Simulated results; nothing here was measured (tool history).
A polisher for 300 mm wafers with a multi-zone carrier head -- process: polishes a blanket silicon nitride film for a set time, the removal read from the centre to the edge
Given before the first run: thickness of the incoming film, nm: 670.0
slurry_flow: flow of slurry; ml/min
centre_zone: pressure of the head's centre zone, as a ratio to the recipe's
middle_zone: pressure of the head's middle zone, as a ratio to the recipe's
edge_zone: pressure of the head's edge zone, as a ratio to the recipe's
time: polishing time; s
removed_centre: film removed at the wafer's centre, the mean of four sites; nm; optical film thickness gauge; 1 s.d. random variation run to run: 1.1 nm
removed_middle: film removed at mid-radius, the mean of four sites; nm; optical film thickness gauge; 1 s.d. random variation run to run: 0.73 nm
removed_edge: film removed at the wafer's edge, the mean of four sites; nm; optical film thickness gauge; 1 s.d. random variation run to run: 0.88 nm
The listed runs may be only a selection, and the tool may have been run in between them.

Run 1, hour 0: slurry_flow 220 ml/min, centre_zone 1, middle_zone 1, edge_zone 1, time 51 s. Result: removed_centre 145.93 nm, removed_middle 141.96 nm, removed_edge 141.95 nm.
Run 2, hour 4.3: slurry_flow 215 ml/min, centre_zone 0.99, middle_zone 1, edge_zone 0.99, time 48 s. Result: removed_centre 130.48 nm, removed_middle 132.99 nm, removed_edge 136.87 nm.
Run 3, hour 5.1: slurry_flow 215 ml/min, centre_zone 0.99, middle_zone 1.06, edge_zone 0.99, time 48 s. Result: removed_centre 131.44 nm, removed_middle 141.55 nm, removed_edge 136.1 nm.
Run 4, hour 6.4: slurry_flow 215 ml/min, centre_zone 1.03, middle_zone 1.06, edge_zone 0.99, time 48 s. Result: removed_centre 135.3 nm, removed_middle 140.66 nm, removed_edge 136.37 nm.
Run 5, hour 10.4: slurry_flow 180 ml/min, centre_zone 1.03, middle_zone 1.06, edge_zone 0.99, time 48 s. Result: removed_centre 132.1 nm, removed_middle 133.84 nm, removed_edge 133.66 nm.
Run 6, hour 16.3: slurry_flow 175 ml/min, centre_zone 1.04, middle_zone 1.06, edge_zone 0.97, time 45 s. Result: removed_centre 123.19 nm, removed_middle 126.58 nm, removed_edge 121.74 nm.
Run 7, hour 19.9: slurry_flow 175 ml/min, centre_zone 1.04, middle_zone 1.05, edge_zone 0.96, time 43 s. Result: removed_centre 122.25 nm, removed_middle 122.29 nm, removed_edge 117.47 nm.
Run 8, hour 21.5: slurry_flow 175 ml/min, centre_zone 1.03, middle_zone 1.04, edge_zone 0.95, time 41 s. Result: removed_centre 110.2 nm, removed_middle 113.8 nm, removed_edge 111.54 nm.
Run 9, hour 26.9: slurry_flow 175 ml/min, centre_zone 1.04, middle_zone 1.03, edge_zone 0.94, time 39 s. Result: removed_centre 107.51 nm, removed_middle 109.83 nm, removed_edge 106.3 nm.
Run 10, hour 27.9: slurry_flow 180 ml/min, centre_zone 1.02, middle_zone 0.97, edge_zone 0.86, time 25 s. Result: removed_centre 69.72 nm, removed_middle 65.705 nm, removed_edge 64.645 nm.
Run 11, hour 36.9: slurry_flow 180 ml/min, centre_zone 1.02, middle_zone 0.98, edge_zone 0.87, time 25 s. Result: removed_centre 70.034 nm, removed_middle 66.798 nm, removed_edge 65.453 nm.
Run 12, hour 42.6: slurry_flow 180 ml/min, centre_zone 1.02, middle_zone 0.99, edge_zone 0.88, time 25 s. Result: removed_centre 68.865 nm, removed_middle 66.575 nm, removed_edge 65.781 nm.
Run 13, hour 43.7: slurry_flow 180 ml/min, centre_zone 1.03, middle_zone 1, edge_zone 0.89, time 25 s. Result: removed_centre 68.759 nm, removed_middle 68.28 nm, removed_edge 66.192 nm.
Run 14, hour 45.4: slurry_flow 180 ml/min, centre_zone 1.04, middle_zone 1, edge_zone 0.9, time 25 s. Result: removed_centre 69.241 nm, removed_middle 66.988 nm, removed_edge 65.631 nm.
Run 15, hour 46: slurry_flow 180 ml/min, centre_zone 1.04, middle_zone 1.01, edge_zone 0.9, time 25 s. Result: removed_centre 70.031 nm, removed_middle 68.908 nm, removed_edge 65.645 nm.
Run 16, hour 54.4: slurry_flow 180 ml/min, centre_zone 1.04, middle_zone 1.01, edge_zone 0.91, time 25 s. Result: removed_centre 67.966 nm, removed_middle 67.177 nm, removed_edge 66.762 nm.
Run 17, hour 59.6: slurry_flow 180 ml/min, centre_zone 1.05, middle_zone 1.02, edge_zone 0.91, time 25 s. Result: removed_centre 70.258 nm, removed_middle 68.611 nm, removed_edge 66.715 nm.

What will run 18 give?
Run 18, hour 68: slurry_flow 180 ml/min, centre_zone 1.05, middle_zone 1.03, edge_zone 0.92, time 25 s. Result: removed_centre ?, removed_middle ?, removed_edge ?.

removed_centre: 70.536 nm
removed_middle: 68.772 nm
removed_edge: 66.851 nm
